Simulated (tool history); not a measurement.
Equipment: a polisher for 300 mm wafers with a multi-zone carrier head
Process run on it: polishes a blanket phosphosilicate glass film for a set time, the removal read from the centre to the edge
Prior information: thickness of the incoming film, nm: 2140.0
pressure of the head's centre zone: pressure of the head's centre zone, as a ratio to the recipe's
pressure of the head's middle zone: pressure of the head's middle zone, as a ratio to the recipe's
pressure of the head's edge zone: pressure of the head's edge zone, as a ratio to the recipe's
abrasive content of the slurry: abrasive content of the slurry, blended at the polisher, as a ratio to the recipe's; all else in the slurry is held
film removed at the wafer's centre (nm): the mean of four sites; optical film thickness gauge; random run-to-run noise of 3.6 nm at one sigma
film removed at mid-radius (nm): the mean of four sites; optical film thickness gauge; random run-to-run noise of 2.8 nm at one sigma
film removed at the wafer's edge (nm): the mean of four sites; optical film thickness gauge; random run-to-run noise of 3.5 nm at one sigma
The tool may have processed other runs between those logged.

run  hour  flow of slurry (ml/min)  pressure of the head's centre zone  pressure of the head's middle zone  pressure of the head's edge zone  abrasive content of the slurry  polishing time (s)  film removed at the wafer's centre (nm)  film removed at mid-radius (nm)  film removed at the wafer's edge (nm)
  1     0                      260                                   1                                   1                                 1                               1                  57                                   412.18                           429.27                                  421.5
  2   1.3                      225                                   1                                   1                                 1                               1                  57                                   401.23                           418.65                                 409.88
  3   4.3                      210                                0.96                                1.01                                 1                               1                  57                                   373.74                           412.11                                  414.1
  4   9.4                      200                                0.95                                1.03                              0.99                               1                  57                                   363.91                           417.51                                 404.82
  5  10.6                      190                                0.94                                1.04                              0.99                               1                  57                                   357.96                            412.5                                 402.83
  6  11.2                      185                                0.93                                1.05                              0.99                               1                  57                                   355.02                           414.62                                  398.6

Run 7 is up next; what results do you expect?
  7  11.8                      185                                0.93                                1.05                              0.99                               1                  57                                        ?                                ?                                      ?

film removed at the wafer's centre (nm): 349.57
film removed at mid-radius (nm): 410.62
film removed at the wafer's edge (nm): 397.38
